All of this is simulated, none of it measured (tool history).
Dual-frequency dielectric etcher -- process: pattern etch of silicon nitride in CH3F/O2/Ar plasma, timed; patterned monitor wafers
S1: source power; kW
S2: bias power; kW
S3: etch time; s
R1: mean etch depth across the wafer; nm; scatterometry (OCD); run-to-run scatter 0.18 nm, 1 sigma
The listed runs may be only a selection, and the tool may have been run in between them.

{"run": 1, "hour": 0.0, "S1": 0.33, "S2": 0.093, "S3": 47.5, "R1": 33.492}
{"run": 2, "hour": 8.2, "S1": 0.33, "S2": 0.101, "S3": 47.5, "R1": 34.216}
{"run": 3, "hour": 16.8, "S1": 0.33, "S2": 0.101, "S3": 50.0, "R1": 36.164}
{"run": 4, "hour": 18.7, "S1": 0.31, "S2": 0.096, "S3": 49.5, "R1": 33.86}
{"run": 5, "hour": 27.7, "S1": 0.31, "S2": 0.096, "S3": 50.0, "R1": 34.078}
{"run": 6, "hour": 33.0, "S1": 0.26, "S2": 0.096, "S3": 50.0, "R1": 30.514}
{"run": 7, "hour": 39.4, "S1": 0.26, "S2": 0.096, "S3": 50.0, "R1": 30.383}

Forecast run 8:
{"run": 8, "hour": 45.5, "S1": 0.25, "S2": 0.095, "S3": 50.0, "R1": "?"}

Run 8 gave R1 29.757 nm.

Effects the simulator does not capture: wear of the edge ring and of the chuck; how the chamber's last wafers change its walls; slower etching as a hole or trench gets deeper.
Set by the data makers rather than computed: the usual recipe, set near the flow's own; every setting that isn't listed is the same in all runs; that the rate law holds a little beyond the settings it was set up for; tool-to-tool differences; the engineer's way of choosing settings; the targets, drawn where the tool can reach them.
